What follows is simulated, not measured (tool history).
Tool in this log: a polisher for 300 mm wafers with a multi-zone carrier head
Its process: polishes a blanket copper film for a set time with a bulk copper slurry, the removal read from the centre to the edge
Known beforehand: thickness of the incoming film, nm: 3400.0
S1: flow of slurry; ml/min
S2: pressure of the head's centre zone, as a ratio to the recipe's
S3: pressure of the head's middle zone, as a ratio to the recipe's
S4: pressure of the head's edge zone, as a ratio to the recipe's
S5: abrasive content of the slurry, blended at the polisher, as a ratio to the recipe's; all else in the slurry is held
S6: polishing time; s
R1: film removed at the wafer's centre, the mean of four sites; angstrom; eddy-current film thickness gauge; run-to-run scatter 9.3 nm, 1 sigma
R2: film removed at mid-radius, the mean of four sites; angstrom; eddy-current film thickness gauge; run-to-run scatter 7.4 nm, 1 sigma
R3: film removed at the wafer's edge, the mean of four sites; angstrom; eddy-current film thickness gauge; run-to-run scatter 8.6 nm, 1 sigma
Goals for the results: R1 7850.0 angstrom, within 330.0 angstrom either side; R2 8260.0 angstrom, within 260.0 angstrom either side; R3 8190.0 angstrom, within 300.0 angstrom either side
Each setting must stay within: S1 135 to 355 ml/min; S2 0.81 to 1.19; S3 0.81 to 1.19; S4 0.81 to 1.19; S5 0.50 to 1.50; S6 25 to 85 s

Run 1, day 0.000: S1 225 ml/min, S2 1.00, S3 1.00, S4 1.00, S5 1.00, S6 55 s. Result: R1 6190.5 angstrom, R2 5490.2 angstrom, R3 5694.6 angstrom.
Run 2, day 0.125: S1 230 ml/min, S2 0.99, S3 1.03, S4 1.03, S5 1.10, S6 57 s. Result: R1 6554.0 angstrom, R2 5794.7 angstrom, R3 6005.9 angstrom.
Run 3, day 0.292: S1 230 ml/min, S2 1.06, S3 1.03, S4 1.03, S5 1.10, S6 57 s. Result: R1 7000.9 angstrom, R2 5853.9 angstrom, R3 5961.1 angstrom.
Run 4, day 0.621: S1 230 ml/min, S2 1.06, S3 1.03, S4 1.03, S5 0.95, S6 57 s. Result: R1 6910.0 angstrom, R2 5721.3 angstrom, R3 5872.4 angstrom.
Run 5, day 0.667: S1 230 ml/min, S2 1.06, S3 1.03, S4 1.03, S5 0.95, S6 65 s. Result: R1 7731.3 angstrom, R2 6489.0 angstrom, R3 6711.6 angstrom.
Run 6, day 1.029: S1 230 ml/min, S2 1.01, S3 1.03, S4 1.03, S5 0.95, S6 65 s. Result: R1 7498.7 angstrom, R2 6536.1 angstrom, R3 6703.4 angstrom.
Run 7, day 1.229: S1 230 ml/min, S2 0.97, S3 1.05, S4 1.04, S5 1.05, S6 66 s. Result: R1 7544.0 angstrom, R2 6851.1 angstrom, R3 6964.4 angstrom.
Run 8, day 1.479: S1 235 ml/min, S2 0.94, S3 1.07, S4 1.06, S5 1.15, S6 67 s. Result: R1 7519.0 angstrom, R2 7184.5 angstrom, R3 7241.4 angstrom.
Run 9, day 1.758: S1 240 ml/min, S2 0.93, S3 1.08, S4 1.08, S5 1.20, S6 67 s. Result: R1 7437.0 angstrom, R2 7109.8 angstrom, R3 7332.2 angstrom.
Run 10, day 2.021: S1 240 ml/min, S2 0.92, S3 1.10, S4 1.08, S5 1.25, S6 68 s. Result: R1 7481.3 angstrom, R2 7442.2 angstrom, R3 7301.1 angstrom.

4 next moves are on the table. One of them brings every result within its allowed miss. Which?
Run A, day 2.283: S1 200 ml/min, S2 0.86, S3 1.05, S4 1.14, S5 1.20, S6 80 s. Result: R1 ?, R2 ?, R3 ?.
Run B, day 2.283: S1 230 ml/min, S2 0.90, S3 0.90, S4 1.17, S5 1.35, S6 70 s. Result: R1 ?, R2 ?, R3 ?.
Run C, day 2.283: S1 235 ml/min, S2 0.97, S3 0.97, S4 1.12, S5 1.25, S6 67 s. Result: R1 ?, R2 ?, R3 ?.
Run D, day 2.283: S1 210 ml/min, S2 0.87, S3 1.13, S4 1.03, S5 1.35, S6 75 s. Result: R1 ?, R2 ?, R3 ?.

move      R1      R2      R3
   A  8090.8  8364.2  8742.1
   B  7649.2  6900.0  7980.4
   C  7823.6  6828.8  7392.1
   D  7851.5  8383.2  7945.5
A: gets the furthest-off result to its target, but another result is out of tolerance
B: moves away from the targets compared with the last run
C: moves away from the targets compared with the last run
D: in spec on every target
Answer: D
